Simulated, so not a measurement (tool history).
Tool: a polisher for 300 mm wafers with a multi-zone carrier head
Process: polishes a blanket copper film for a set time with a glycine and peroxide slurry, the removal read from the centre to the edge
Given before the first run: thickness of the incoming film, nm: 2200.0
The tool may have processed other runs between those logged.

run,day,flow of slurry (ml/min),pressure of the head's centre zone,pressure of the head's middle zone,pressure of the head's edge zone,polishing time (s),film removed at the wafer's centre (angstrom),film removed at mid-radius (angstrom),film removed at the wafer's edge (angstrom)
1,0,130,1,1,1,70,2746.9,2729.7,2710.3
2,0.375,130,1,1,1.07,70,2770.8,2739.9,2893.9
3,0.429,130,1,1,1.07,79,3093.2,3091.8,3244.7
4,0.721,140,1.02,0.99,1.1,81,3291.1,3173.2,3386.1
5,0.908,140,1.03,0.98,1.12,84,3469.6,3333.1,3535.8
6,1.054,140,1.03,0.98,1.12,68,2809.2,2725.7,2889.7
7,1.108,135,1.04,0.97,1.14,76,3140.2,2987,3173.4
8,1.175,150,1.04,0.95,1.15,80,3350.1,3136.9,3424.5
9,1.392,155,1.04,0.93,1.16,83,3518.7,3163.4,3627.5
10,1.467,165,1.04,0.93,1.17,85,3633.4,3276.7,3783.6
11,1.654,170,1.05,0.94,1.18,86,3737.5,3301.6,3870.1
12,1.788,170,1.05,0.96,1.18,87,3760,3442.8,3821.8

Run 13 is up next; what results do you expect?
13,1.879,170,1.05,0.95,1.18,88,?,?,?

{"run 13": {"film removed at the wafer's centre (angstrom)": 3803.6, "film removed at mid-radius (angstrom)": 3449.2, "film removed at the wafer's edge (angstrom)": 3925.9}}

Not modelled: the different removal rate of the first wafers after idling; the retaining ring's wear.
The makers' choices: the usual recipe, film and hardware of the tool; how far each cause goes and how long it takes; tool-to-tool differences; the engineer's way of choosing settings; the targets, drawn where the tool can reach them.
